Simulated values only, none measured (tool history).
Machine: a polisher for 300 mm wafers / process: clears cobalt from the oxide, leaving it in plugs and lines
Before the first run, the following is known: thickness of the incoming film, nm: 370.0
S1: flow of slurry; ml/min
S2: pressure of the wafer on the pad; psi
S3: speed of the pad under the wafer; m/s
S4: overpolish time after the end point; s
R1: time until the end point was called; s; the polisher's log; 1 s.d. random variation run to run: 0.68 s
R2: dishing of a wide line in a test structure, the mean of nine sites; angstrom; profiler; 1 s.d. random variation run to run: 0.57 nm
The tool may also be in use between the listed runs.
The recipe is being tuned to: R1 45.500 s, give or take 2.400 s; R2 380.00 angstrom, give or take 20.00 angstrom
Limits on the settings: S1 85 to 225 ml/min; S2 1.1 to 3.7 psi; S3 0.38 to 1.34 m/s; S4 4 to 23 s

run  hour   S1   S2    S3  S4      R1      R2
  1   0.0  145  2.4  0.86  12  86.497  353.62
  2   5.4  170  2.4  0.86  12  84.873  357.47
  3  12.8  170  2.4  1.02  12  71.725  404.58
  4  21.4  205  2.4  1.02  12  68.455  408.12
  5  27.0  205  2.4  1.02   9  69.775  343.59
  6  29.1  205  2.4  1.02   6  68.359  256.10
  7  31.6  205  2.4  1.02   6  69.716  258.73
  8  34.2  205  2.6  1.02   6  63.197  271.31
  9  40.9  205  2.8  1.04   7  56.596  322.61
 10  46.2  205  2.9  1.04   7  55.934  329.35
     54.5  -- slurry nozzle cleaned
 11  54.5  205  3.0  1.04   7  49.405  356.42
 12  59.0  205  3.1  1.04   7  48.571  365.29

Pick the move, out of 5, that brings all results within their allowed miss; only one does.
  A  63.5  225  3.4  1.02   7   ?   ?
  B  63.5  175  3.1  1.04   6   ?   ?
  C  63.5  225  3.1  0.96   7   ?   ?
  D  63.5  165  3.7  0.96   9   ?   ?
  E  63.5  200  3.5  1.12   6   ?   ?

move      R1      R2
   A  45.135  385.29
   B  50.196  326.76
   C  52.405  351.58
   D  46.082  437.56
   E  40.658  373.81
A: meets every target
B: misses by more than the last run did
C: misses by more than the last run did
D: brings the result that was furthest off to its target, and leaves another outside
E: pushes the last run's worst result past its target
A is the move that brings every result within its allowed miss.

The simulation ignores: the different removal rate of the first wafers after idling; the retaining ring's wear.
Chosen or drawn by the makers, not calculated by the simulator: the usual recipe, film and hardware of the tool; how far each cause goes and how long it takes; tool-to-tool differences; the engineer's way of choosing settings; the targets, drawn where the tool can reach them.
